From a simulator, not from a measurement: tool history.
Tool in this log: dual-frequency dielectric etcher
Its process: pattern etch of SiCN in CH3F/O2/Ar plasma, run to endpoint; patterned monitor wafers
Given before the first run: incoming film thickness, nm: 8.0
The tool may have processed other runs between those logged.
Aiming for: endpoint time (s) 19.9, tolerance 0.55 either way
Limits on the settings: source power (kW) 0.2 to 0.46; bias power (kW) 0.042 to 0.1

| run | hour | source power (kW) | bias power (kW) | endpoint time (s) |
|---|---|---|---|---|
| 1 | 0 | 0.33 | 0.071 | 22.501 |
| 2 | 6 | 0.31 | 0.071 | 23.471 |
| 3 | 7.9 | 0.31 | 0.078 | 22.294 |
| 4 | 9.9 | 0.31 | 0.069 | 23.364 |
| 5 | 16.1 | 0.31 | 0.062 | 23.699 |
| 6 | 24 | 0.33 | 0.064 | 23.234 |
| 7 | 25.2 | 0.35 | 0.066 | 22.162 |
| 8 | 29.9 | 0.36 | 0.067 | 22.093 |
| 9 | 36.6 | 0.37 | 0.068 | 21.64 |
| 10 | 44.4 | 0.38 | 0.069 | 21.271 |
| 11 | 50.3 | 0.39 | 0.07 | 21.155 |
| 12 | 52.4 | 0.4 | 0.071 | 20.558 |

Which one of the following 5 next-run settings gets every result inside its allowed miss? There is exactly one.
| A | 54.5 | 0.44 | 0.08 | ? |
| B | 54.5 | 0.43 | 0.072 | ? |
| C | 54.5 | 0.38 | 0.068 | ? |
| D | 54.5 | 0.43 | 0.091 | ? |
| E | 54.5 | 0.34 | 0.08 | ? |

| move | endpoint time (s) |
|---|---|
| A | 18.922 |
| B | 19.738 |
| C | 21.241 |
| D | 18.358 |
| E | 21.286 |
A: takes the biggest miss from the last run beyond its target
B: each result inside its tolerance
C: further off than the last run
D: takes the biggest miss from the last run beyond its target
E: further off than the last run
The right move is B.

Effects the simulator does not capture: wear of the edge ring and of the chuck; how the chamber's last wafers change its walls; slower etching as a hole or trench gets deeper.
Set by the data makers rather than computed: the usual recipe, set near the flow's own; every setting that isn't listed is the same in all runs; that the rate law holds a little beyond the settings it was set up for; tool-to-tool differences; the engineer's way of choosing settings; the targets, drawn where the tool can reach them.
